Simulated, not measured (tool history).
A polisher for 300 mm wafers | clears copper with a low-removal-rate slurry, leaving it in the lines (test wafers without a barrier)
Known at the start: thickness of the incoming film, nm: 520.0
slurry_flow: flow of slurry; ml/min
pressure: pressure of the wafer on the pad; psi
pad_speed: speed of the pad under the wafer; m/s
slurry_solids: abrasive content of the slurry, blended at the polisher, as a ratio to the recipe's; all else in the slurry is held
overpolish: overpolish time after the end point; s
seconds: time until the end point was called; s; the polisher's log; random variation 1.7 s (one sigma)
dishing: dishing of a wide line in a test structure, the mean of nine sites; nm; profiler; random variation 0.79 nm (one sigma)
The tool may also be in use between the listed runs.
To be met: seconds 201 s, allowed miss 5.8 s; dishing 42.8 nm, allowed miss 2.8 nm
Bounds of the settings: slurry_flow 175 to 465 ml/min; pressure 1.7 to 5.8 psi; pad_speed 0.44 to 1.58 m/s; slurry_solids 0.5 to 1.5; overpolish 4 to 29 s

run	hour	slurry_flow	pressure	pad_speed	slurry_solids	overpolish	seconds	dishing
1	0	295	3.7	1	1	15	146.56	38.521
2	4.6	295	3.7	1	1	12	145.38	31.301
3	12.2	365	3.7	1	1	12	143.31	33.521
4	19.9	365	3.7	1	1	16	143.86	41.772
5	27.1	365	3.3	1	1	18	160.48	40.473
6	32.7	365	2.8	1	1	18	184.09	35.979
7	41	365	2.7	1	1	20	190.62	39.872
8	45.9	365	2.6	1	1	21	200.01	38.181

5 next moves are on the table. One of them brings every result within its allowed miss. Which?
A	50.8	430	2.7	0.9	1.25	24	?	?
B	50.8	370	2.5	1	0.85	26	?	?
C	50.8	395	3.7	0.7	0.95	29	?	?
D	50.8	365	2.7	0.92	0.9	29	?	?
E	50.8	340	2.7	0.88	1	26	?	?

move	seconds	dishing
A	202.35	44.019
B	214.57	44.489
C	206.44	50.375
D	214.89	48.138
E	220.72	43.805
A: meets every target
B: brings the result that was furthest off to its target, and leaves another outside
C: takes the result that was furthest off past its target
D: takes the result that was furthest off past its target
E: brings the result that was furthest off to its target, and leaves another outside
The right move is A.
